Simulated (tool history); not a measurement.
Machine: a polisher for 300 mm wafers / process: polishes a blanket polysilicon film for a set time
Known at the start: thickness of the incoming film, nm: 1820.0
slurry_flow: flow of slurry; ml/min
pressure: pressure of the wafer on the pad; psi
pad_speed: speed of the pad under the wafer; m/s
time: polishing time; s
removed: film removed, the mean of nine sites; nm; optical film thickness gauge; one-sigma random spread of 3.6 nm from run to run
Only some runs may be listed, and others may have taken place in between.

run,day,slurry_flow,pressure,pad_speed,time,removed
1,0,305,2.3,1,74,563.41
2,0.162,305,2.7,1,74,641.43
3,0.492,305,2.7,0.9,74,593.06
4,0.829,305,2.7,1.12,74,713.3
5,1.033,305,2.7,1.12,78,740.94
6,1.088,305,2.2,1.12,78,608.27
7,1.258,305,2.1,1.12,78,587.31
8,1.379,305,2,1.12,78,564.78
9,1.575,305,1.9,1.12,78,542.95
10,1.629,305,1.8,1.12,78,514.19
11,1.967,305,1.7,1.12,78,482.21
12,2.192,305,1.6,1.12,78,450.65

Run 13 has not been measured yet. What should we expect?
13,2.479,305,1.5,1.12,78,?

{"run 13": {"removed": 425.65}}

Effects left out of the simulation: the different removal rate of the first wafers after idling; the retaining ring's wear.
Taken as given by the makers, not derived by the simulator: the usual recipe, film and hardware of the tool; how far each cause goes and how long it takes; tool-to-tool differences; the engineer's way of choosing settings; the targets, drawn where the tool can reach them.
